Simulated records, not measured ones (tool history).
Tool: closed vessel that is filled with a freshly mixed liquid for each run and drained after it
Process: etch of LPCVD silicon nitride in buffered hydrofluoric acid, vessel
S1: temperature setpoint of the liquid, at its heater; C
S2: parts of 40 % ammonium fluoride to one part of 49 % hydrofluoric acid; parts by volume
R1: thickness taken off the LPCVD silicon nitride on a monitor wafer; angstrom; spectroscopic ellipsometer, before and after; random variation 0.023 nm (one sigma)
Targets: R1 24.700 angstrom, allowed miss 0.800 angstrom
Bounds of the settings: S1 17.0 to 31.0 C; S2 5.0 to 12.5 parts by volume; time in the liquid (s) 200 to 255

run 1 hour=0.0 | S1=23.0 S2=7.5 time_in_the_liquid_(s)=255 | R1=45.229
run 2 hour=4.3 | S1=23.0 S2=7.5 time_in_the_liquid_(s)=200 | R1=35.142
run 3 hour=11.0 | S1=23.0 S2=6.0 time_in_the_liquid_(s)=200 | R1=43.759
run 4 hour=18.2 | S1=19.5 S2=6.0 time_in_the_liquid_(s)=200 | R1=35.450
run 5 hour=21.8 | S1=19.0 S2=6.5 time_in_the_liquid_(s)=200 | R1=32.354
run 6 hour=29.3 | S1=21.0 S2=6.5 time_in_the_liquid_(s)=200 | R1=36.457
run 7 hour=38.3 | S1=20.0 S2=7.0 time_in_the_liquid_(s)=200 | R1=31.473
run 8 hour=38.9 | S1=19.5 S2=7.0 time_in_the_liquid_(s)=200 | R1=31.989
run 9 hour=42.7 | S1=19.0 S2=7.5 time_in_the_liquid_(s)=200 | R1=28.429
run 10 hour=50.4 | S1=18.5 S2=7.5 time_in_the_liquid_(s)=200 | R1=27.195
run 11 hour=51.8 | S1=18.0 S2=7.5 time_in_the_liquid_(s)=200 | R1=27.284
run 12 hour=55.0 | S1=17.5 S2=7.5 time_in_the_liquid_(s)=200 | R1=25.558

5 next moves are on the table. One of them brings every result within its allowed miss. Which?
run A hour=58.2 | S1=18.0 S2=9.0 time_in_the_liquid_(s)=225 | R1=?
run B hour=58.2 | S1=17.0 S2=7.5 time_in_the_liquid_(s)=210 | R1=?
run C hour=58.2 | S1=19.0 S2=9.0 time_in_the_liquid_(s)=235 | R1=?
run D hour=58.2 | S1=17.0 S2=7.0 time_in_the_liquid_(s)=200 | R1=?
run E hour=58.2 | S1=17.5 S2=8.0 time_in_the_liquid_(s)=225 | R1=?

move=A R1=24.623
move=B R1=26.458
move=C R1=27.213
move=D R1=27.148
move=E R1=27.198
A: meets every target
B: further off than the last run
C: further off than the last run
D: further off than the last run
E: further off than the last run
Answer: A
